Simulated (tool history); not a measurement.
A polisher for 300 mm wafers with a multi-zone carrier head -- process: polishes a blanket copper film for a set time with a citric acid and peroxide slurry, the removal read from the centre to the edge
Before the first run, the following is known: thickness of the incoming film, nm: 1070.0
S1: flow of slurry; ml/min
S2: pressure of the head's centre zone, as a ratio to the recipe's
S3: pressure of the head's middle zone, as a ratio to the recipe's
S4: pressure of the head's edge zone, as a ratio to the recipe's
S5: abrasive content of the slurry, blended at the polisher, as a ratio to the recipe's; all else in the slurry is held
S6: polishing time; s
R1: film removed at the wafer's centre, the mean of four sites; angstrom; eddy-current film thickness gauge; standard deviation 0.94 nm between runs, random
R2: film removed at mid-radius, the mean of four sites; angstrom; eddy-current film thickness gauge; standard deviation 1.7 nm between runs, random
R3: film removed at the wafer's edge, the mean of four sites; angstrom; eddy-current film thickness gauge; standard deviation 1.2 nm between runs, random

run 1 hour=0.0 | S1=290 S2=1.00 S3=1.00 S4=1.00 S5=1.00 S6=78 | R1=1731.5 R2=1718.5 R3=1680.6
run 2 hour=3.0 | S1=285 S2=0.96 S3=0.97 S4=0.98 S5=0.90 S6=77 | R1=1599.7 R2=1587.2 R3=1590.3
run 3 hour=4.1 | S1=285 S2=0.96 S3=0.97 S4=0.98 S5=1.00 S6=77 | R1=1613.5 R2=1671.6 R3=1636.6
run 4 hour=7.1 | S1=245 S2=0.96 S3=0.97 S4=0.98 S5=1.00 S6=77 | R1=1579.8 R2=1629.6 R3=1603.3
run 5 hour=9.4 | S1=175 S2=0.96 S3=0.97 S4=0.98 S5=1.00 S6=77 | R1=1480.8 R2=1517.5 R3=1566.8
run 6 hour=16.8 | S1=175 S2=0.94 S3=0.95 S4=0.96 S5=0.95 S6=77 | R1=1465.7 R2=1494.8 R3=1534.6

What will run 7 give?
run 7 hour=24.4 | S1=175 S2=0.92 S3=0.94 S4=0.96 S5=0.90 S6=76 | R1=? R2=? R3=?

{"run 7": {"R1": 1367.2, "R2": 1431.9, "R3": 1496.1}}

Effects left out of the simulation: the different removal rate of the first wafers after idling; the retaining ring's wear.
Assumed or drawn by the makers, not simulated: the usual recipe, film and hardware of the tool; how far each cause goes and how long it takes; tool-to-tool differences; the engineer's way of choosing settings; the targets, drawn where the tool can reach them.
